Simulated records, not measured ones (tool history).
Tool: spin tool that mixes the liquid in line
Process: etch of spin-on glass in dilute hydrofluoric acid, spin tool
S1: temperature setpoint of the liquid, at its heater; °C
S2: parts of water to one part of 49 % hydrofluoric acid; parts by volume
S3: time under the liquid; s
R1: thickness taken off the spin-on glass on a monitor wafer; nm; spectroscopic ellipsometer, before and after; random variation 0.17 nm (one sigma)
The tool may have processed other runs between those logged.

run  hour    S1   S2   S3      R1
  1     0    22  100  135  53.512
  2   4.2    22   80  135  69.261
  3   6.1    22   80  135  68.945
  4   6.7  20.5  100  135  50.077
  5  12.8  19.5  110  135   43.71
  6  18.3  18.5  120  135  38.421
  7  19.9    18  130  135  33.809
  8  28.4  17.5  135  135  32.097

Predict the results of run 9:
  9  30.9  17.5  140  135   ?

{"run 9": {"R1": 30.561}}
